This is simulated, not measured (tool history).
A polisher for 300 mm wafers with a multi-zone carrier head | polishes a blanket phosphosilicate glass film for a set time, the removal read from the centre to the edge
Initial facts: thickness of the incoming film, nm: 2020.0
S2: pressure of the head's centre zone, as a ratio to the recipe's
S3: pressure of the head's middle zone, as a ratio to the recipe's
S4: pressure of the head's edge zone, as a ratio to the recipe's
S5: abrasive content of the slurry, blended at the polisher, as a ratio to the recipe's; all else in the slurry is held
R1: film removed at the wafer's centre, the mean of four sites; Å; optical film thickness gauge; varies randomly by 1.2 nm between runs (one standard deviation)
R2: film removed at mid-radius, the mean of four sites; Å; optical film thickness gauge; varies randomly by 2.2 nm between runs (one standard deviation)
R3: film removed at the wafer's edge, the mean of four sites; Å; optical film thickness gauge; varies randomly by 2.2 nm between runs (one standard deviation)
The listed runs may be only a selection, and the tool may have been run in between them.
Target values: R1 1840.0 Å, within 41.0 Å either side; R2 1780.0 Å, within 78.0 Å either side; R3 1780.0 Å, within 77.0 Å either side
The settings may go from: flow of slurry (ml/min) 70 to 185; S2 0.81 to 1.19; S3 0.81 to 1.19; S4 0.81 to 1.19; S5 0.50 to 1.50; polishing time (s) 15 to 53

run 1 hour=0.0 | flow_of_slurry_(ml/min)=120 S2=1.00 S3=1.00 S4=1.00 S5=1.00 polishing_time_(s)=34 | R1=2610.2 R2=2510.8 R3=2551.0
run 2 hour=2.9 | flow_of_slurry_(ml/min)=120 S2=1.00 S3=1.00 S4=0.92 S5=1.00 polishing_time_(s)=34 | R1=2598.0 R2=2490.4 R3=2447.3
run 3 hour=9.5 | flow_of_slurry_(ml/min)=120 S2=0.99 S3=0.99 S4=0.91 S5=0.95 polishing_time_(s)=34 | R1=2506.2 R2=2472.1 R3=2424.9
run 4 hour=14.1 | flow_of_slurry_(ml/min)=120 S2=0.99 S3=0.98 S4=0.90 S5=0.90 polishing_time_(s)=34 | R1=2513.1 R2=2393.1 R3=2354.4
run 5 hour=16.9 | flow_of_slurry_(ml/min)=120 S2=0.99 S3=0.98 S4=0.94 S5=0.90 polishing_time_(s)=34 | R1=2498.1 R2=2376.5 R3=2432.6
run 6 hour=22.4 | flow_of_slurry_(ml/min)=120 S2=1.06 S3=0.98 S4=0.94 S5=0.90 polishing_time_(s)=34 | R1=2635.7 R2=2398.0 R3=2431.9
run 7 hour=23.6 | flow_of_slurry_(ml/min)=95 S2=0.96 S3=0.96 S4=0.84 S5=0.65 polishing_time_(s)=32 | R1=1994.8 R2=1914.5 R3=1891.3
-- hour=28.1 worn pad replaced by a new one
run 8 hour=28.1 | flow_of_slurry_(ml/min)=85 S2=0.94 S3=0.95 S4=0.82 S5=0.60 polishing_time_(s)=32 | R1=2044.2 R2=1977.5 R3=1906.8
run 9 hour=30.1 | flow_of_slurry_(ml/min)=85 S2=0.93 S3=0.94 S4=0.84 S5=0.55 polishing_time_(s)=31 | R1=1913.4 R2=1853.4 R3=1899.8

Next run, 4 choices. One meets every target within its allowed miss, the rest don't. Which?
run A hour=32.1 | flow_of_slurry_(ml/min)=75 S2=0.86 S3=1.00 S4=0.90 S5=0.60 polishing_time_(s)=31 | R1=? R2=? R3=?
run B hour=32.1 | flow_of_slurry_(ml/min)=70 S2=0.94 S3=0.93 S4=0.83 S5=0.55 polishing_time_(s)=31 | R1=? R2=? R3=?
run C hour=32.1 | flow_of_slurry_(ml/min)=90 S2=0.86 S3=0.97 S4=0.82 S5=0.65 polishing_time_(s)=31 | R1=? R2=? R3=?
run D hour=32.1 | flow_of_slurry_(ml/min)=70 S2=0.93 S3=0.88 S4=1.04 S5=0.60 polishing_time_(s)=32 | R1=? R2=? R3=?

move=A R1=1814.5 R2=1963.5 R3=1929.6
move=B R1=1842.4 R2=1785.0 R3=1798.7
move=C R1=1919.8 R2=2020.5 R3=1934.5
move=D R1=1942.0 R2=1814.7 R3=2122.5
A: puts the biggest miss on target and leaves a different result outside tolerance
B: meets every target
C: moves away from the targets compared with the last run
D: moves away from the targets compared with the last run
The right move is B.

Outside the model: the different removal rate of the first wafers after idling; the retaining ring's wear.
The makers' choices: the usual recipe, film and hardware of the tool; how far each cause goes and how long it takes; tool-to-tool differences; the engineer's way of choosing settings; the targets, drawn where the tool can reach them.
